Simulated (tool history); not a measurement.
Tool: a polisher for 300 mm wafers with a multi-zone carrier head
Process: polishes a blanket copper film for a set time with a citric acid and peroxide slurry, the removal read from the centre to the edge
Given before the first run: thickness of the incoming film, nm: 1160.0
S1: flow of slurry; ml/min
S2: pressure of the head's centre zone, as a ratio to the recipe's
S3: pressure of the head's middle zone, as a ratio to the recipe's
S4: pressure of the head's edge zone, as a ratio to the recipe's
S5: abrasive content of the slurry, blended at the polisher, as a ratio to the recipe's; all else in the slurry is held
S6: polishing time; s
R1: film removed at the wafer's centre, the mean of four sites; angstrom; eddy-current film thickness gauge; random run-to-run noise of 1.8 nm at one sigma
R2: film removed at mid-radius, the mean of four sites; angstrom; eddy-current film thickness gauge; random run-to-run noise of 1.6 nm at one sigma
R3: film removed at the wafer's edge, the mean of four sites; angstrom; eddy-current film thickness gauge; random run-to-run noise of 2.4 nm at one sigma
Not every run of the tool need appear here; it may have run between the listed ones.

run    day   S1    S2    S3    S4    S5  S6      R1      R2      R3
  1  0.000  280  1.00  1.00  1.00  1.00  64  1220.0  1229.7  1220.5
  2  0.088  280  0.99  1.01  1.02  1.05  66  1242.0  1283.6  1276.7
  3  0.117  280  0.98  1.02  1.03  1.10  68  1291.7  1356.6  1331.3
  4  0.279  280  0.97  1.03  1.04  1.15  69  1289.7  1419.6  1386.7
  5  0.412  280  0.97  1.03  1.00  1.15  69  1294.4  1430.9  1369.5
  6  0.596  280  0.96  1.03  1.01  1.20  70  1300.7  1431.0  1390.8
  7  0.762  280  0.96  1.04  1.03  1.25  71  1337.5  1485.9  1421.1
  8  1.038  280  0.95  1.04  1.04  1.25  72  1347.8  1496.6  1444.7
  9  1.233  280  0.94  1.04  1.05  1.30  73  1353.7  1539.2  1520.7

Forecast run 10:
 10  1.283  280  0.94  1.05  1.06  1.30  74   ?   ?   ?

Run 10 produced R1 1380.1 angstrom, R2 1544.9 angstrom, R3 1493.5 angstrom.
